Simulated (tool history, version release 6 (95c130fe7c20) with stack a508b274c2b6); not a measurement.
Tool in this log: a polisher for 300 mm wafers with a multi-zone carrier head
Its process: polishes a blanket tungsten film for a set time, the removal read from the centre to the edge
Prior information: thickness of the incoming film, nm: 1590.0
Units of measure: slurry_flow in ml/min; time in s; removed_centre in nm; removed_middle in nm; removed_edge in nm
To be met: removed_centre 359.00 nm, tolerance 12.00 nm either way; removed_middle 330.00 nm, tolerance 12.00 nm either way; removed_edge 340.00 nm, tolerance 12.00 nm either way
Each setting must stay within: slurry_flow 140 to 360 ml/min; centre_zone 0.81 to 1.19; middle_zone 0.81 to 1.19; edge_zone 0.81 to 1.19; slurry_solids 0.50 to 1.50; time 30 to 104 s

run 1 hour=0.0 | slurry_flow=230 centre_zone=1.00 middle_zone=1.00 edge_zone=1.00 slurry_solids=1.00 time=67 | removed_centre=475.94 removed_middle=458.96 removed_edge=483.89
run 2 hour=7.9 | slurry_flow=230 centre_zone=1.00 middle_zone=1.06 edge_zone=1.00 slurry_solids=1.00 time=67 | removed_centre=476.04 removed_middle=487.48 removed_edge=480.93
run 3 hour=13.4 | slurry_flow=230 centre_zone=1.00 middle_zone=1.04 edge_zone=0.98 slurry_solids=0.90 time=65 | removed_centre=448.53 removed_middle=457.50 removed_edge=450.34
run 4 hour=21.4 | slurry_flow=230 centre_zone=1.00 middle_zone=1.01 edge_zone=0.96 slurry_solids=0.80 time=63 | removed_centre=430.15 removed_middle=420.66 removed_edge=423.30
run 5 hour=26.5 | slurry_flow=230 centre_zone=1.08 middle_zone=1.01 edge_zone=0.96 slurry_solids=0.80 time=63 | removed_centre=454.93 removed_middle=416.35 removed_edge=419.55
run 6 hour=32.1 | slurry_flow=230 centre_zone=1.08 middle_zone=0.96 edge_zone=0.96 slurry_solids=0.80 time=63 | removed_centre=457.66 removed_middle=398.88 removed_edge=423.98
run 7 hour=39.3 | slurry_flow=225 centre_zone=1.06 middle_zone=0.95 edge_zone=0.94 slurry_solids=0.75 time=62 | removed_centre=429.86 removed_middle=383.79 removed_edge=410.45
-- hour=41.1 worn pad replaced by a new one
run 8 hour=41.1 | slurry_flow=225 centre_zone=1.06 middle_zone=0.95 edge_zone=0.93 slurry_solids=0.70 time=61 | removed_centre=466.06 removed_middle=427.40 removed_edge=436.83
run 9 hour=48.7 | slurry_flow=225 centre_zone=1.07 middle_zone=0.99 edge_zone=0.97 slurry_solids=0.75 time=60 | removed_centre=470.86 removed_middle=439.04 removed_edge=447.50
run 10 hour=51.4 | slurry_flow=240 centre_zone=1.05 middle_zone=0.98 edge_zone=0.95 slurry_solids=0.75 time=60 | removed_centre=470.69 removed_middle=430.42 removed_edge=438.23
run 11 hour=58.7 | slurry_flow=220 centre_zone=1.07 middle_zone=0.98 edge_zone=0.94 slurry_solids=0.75 time=60 | removed_centre=465.84 removed_middle=436.69 removed_edge=439.08
run 12 hour=59.4 | slurry_flow=245 centre_zone=1.04 middle_zone=0.97 edge_zone=0.93 slurry_solids=0.75 time=57 | removed_centre=443.88 removed_middle=410.19 removed_edge=420.06
run 13 hour=64.1 | slurry_flow=235 centre_zone=1.04 middle_zone=0.95 edge_zone=0.91 slurry_solids=0.75 time=53 | removed_centre=408.19 removed_middle=378.12 removed_edge=384.93
run 14 hour=67.2 | slurry_flow=225 centre_zone=1.04 middle_zone=0.94 edge_zone=0.89 slurry_solids=0.75 time=53 | removed_centre=408.05 removed_middle=364.05 removed_edge=377.12
run 15 hour=73.0 | slurry_flow=215 centre_zone=1.03 middle_zone=0.94 edge_zone=0.88 slurry_solids=0.75 time=53 | removed_centre=405.55 removed_middle=367.67 removed_edge=373.89
run 16 hour=77.5 | slurry_flow=205 centre_zone=1.01 middle_zone=0.93 edge_zone=0.87 slurry_solids=0.75 time=53 | removed_centre=386.84 removed_middle=358.08 removed_edge=370.65
run 17 hour=79.1 | slurry_flow=200 centre_zone=1.01 middle_zone=0.93 edge_zone=0.86 slurry_solids=0.75 time=52 | removed_centre=379.90 removed_middle=354.77 removed_edge=362.86
run 18 hour=85.7 | slurry_flow=195 centre_zone=1.01 middle_zone=0.92 edge_zone=0.85 slurry_solids=0.75 time=52 | removed_centre=378.12 removed_middle=355.68 removed_edge=363.51
run 19 hour=88.6 | slurry_flow=190 centre_zone=1.02 middle_zone=0.89 edge_zone=0.82 slurry_solids=0.55 time=51 | removed_centre=354.61 removed_middle=313.44 removed_edge=332.26

Next run, 4 choices. One meets every target within its allowed miss, the rest don't. Which?
run A hour=91.5 | slurry_flow=200 centre_zone=1.01 middle_zone=0.89 edge_zone=0.84 slurry_solids=0.60 time=49 | removed_centre=? removed_middle=? removed_edge=?
run B hour=91.5 | slurry_flow=260 centre_zone=1.02 middle_zone=0.81 edge_zone=0.84 slurry_solids=0.50 time=51 | removed_centre=? removed_middle=? removed_edge=?
run C hour=91.5 | slurry_flow=175 centre_zone=0.97 middle_zone=0.81 edge_zone=0.90 slurry_solids=0.50 time=54 | removed_centre=? removed_middle=? removed_edge=?
run D hour=91.5 | slurry_flow=185 centre_zone=0.99 middle_zone=0.89 edge_zone=0.81 slurry_solids=0.50 time=54 | removed_centre=? removed_middle=? removed_edge=?

move=A removed_centre=343.54 removed_middle=308.26 removed_edge=327.43
move=B removed_centre=361.75 removed_middle=296.66 removed_edge=338.33
move=C removed_centre=345.78 removed_middle=299.90 removed_edge=357.01
move=D removed_centre=356.06 removed_middle=326.41 removed_edge=342.04
A: further off than the last run
B: further off than the last run
C: further off than the last run
D: each result inside its tolerance
Move D is the one to make.
